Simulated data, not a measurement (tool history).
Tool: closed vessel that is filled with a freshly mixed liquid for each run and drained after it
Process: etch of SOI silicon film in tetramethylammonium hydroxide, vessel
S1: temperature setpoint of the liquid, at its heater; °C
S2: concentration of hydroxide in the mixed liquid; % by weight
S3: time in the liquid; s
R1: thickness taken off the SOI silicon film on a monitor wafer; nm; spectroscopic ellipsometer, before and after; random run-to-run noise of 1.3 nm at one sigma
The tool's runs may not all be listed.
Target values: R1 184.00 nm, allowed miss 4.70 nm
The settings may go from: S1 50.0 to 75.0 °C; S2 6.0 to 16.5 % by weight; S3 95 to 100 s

run  hour    S1    S2  S3      R1
  1   0.0  62.0  11.0  95  402.24
  2   2.9  59.0  11.5  95  334.14
  3   7.9  59.0  11.5  95  328.80
  4   9.1  59.0   9.5  95  351.37
  5  13.7  57.0  10.5  95  307.94
  6  21.7  57.0  10.5  95  300.38
  7  29.7  55.5  11.0  95  275.38
  8  38.5  54.0  11.5  95  239.55
  9  43.9  53.0  11.5  95  228.20
 10  49.5  50.0  13.0  95  175.56

Consider the 4 candidate settings below. Which is the only one whose results all fall within their allowed miss of target?
  A  55.1  50.0  16.0  100   ?
  B  55.1  50.0  13.5  100   ?
  C  55.1  50.0  16.5   95   ?
  D  55.1  52.0  16.5  100   ?

move      R1
   A  169.19
   B  182.59
   C  159.00
   D  190.91
A: misses by more than the last run did
B: all results land within tolerance of their targets
C: misses by more than the last run did
D: pushes the last run's worst result past its target
B is the move that brings every result within its allowed miss.

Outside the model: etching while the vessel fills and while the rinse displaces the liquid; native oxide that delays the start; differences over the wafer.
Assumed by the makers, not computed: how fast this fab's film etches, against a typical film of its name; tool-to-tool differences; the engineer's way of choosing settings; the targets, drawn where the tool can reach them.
